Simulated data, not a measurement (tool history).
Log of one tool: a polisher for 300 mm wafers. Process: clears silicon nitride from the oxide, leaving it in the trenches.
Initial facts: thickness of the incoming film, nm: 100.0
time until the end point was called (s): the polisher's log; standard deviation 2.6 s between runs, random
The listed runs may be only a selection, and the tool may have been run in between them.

run,hour,flow of slurry (ml/min),pressure of the wafer on the pad (psi),speed of the pad under the wafer (cm/s),overpolish time after the end point (s),time until the end point was called (s)
1,0.0,125,2.9,124,27,100.070
2,8.1,125,2.9,124,27,98.354
3,10.1,125,3.4,124,27,85.640
4,13.3,110,3.4,124,27,89.902
# hour 17.9: slurry nozzle cleaned
5,17.9,110,3.4,124,27,88.109
6,22.9,110,3.4,124,27,85.495
7,29.1,110,3.3,122,27,88.616

Run 8 comes next. What will it give?
8,34.3,110,3.1,120,27,?

time until the end point was called (s): 94.993
